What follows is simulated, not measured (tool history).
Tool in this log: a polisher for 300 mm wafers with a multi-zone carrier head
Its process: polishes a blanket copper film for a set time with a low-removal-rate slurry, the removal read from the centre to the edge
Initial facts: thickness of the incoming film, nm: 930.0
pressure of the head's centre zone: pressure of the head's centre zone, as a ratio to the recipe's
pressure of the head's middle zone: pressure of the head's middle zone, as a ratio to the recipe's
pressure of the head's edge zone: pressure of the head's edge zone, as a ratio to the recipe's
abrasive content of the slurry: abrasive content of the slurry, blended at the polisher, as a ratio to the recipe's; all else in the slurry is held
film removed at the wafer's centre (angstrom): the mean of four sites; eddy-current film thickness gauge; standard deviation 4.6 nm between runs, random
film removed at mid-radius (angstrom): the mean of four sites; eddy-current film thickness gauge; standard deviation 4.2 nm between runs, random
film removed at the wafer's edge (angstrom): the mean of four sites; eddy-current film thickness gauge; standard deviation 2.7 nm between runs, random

run,hour,flow of slurry (ml/min),pressure of the head's centre zone,pressure of the head's middle zone,pressure of the head's edge zone,abrasive content of the slurry,polishing time (s),film removed at the wafer's centre (angstrom),film removed at mid-radius (angstrom),film removed at the wafer's edge (angstrom)
1,0,185,1,1,1,1,90,2548.8,2482,2532.9
2,5,200,1.05,0.99,1.02,1.15,93,2956,2699.5,2746.1
3,12.7,200,1.05,0.99,1.02,1.35,93,3101.7,2838.3,2854.9
4,13.4,200,0.98,0.99,1.02,1.35,93,2851.6,2847.4,2837.3
5,22.1,210,1.03,0.98,1.05,1.4,94,3177.3,2904.6,2988.7
6,28.7,210,1.03,0.98,1.01,1.4,94,3143,2895.6,2952.7
7,33.7,225,1.06,0.97,1.03,1.45,95,3310.8,2952.5,3016.6
8,40.9,225,1.09,0.97,1.05,1.45,97,3438.7,2994.7,3135.8
9,45.9,230,1.12,0.96,1.03,1.45,99,3625.5,3115.6,3216.1
10,47.4,275,1.19,0.86,0.99,1.5,101,4029.7,2974.9,3288.8

Run 11 comes next. What will it give?
11,54.4,275,1.19,0.87,0.99,1.5,101,?,?,?

film removed at the wafer's centre (angstrom): 4071.8
film removed at mid-radius (angstrom): 2965.3
film removed at the wafer's edge (angstrom): 3259
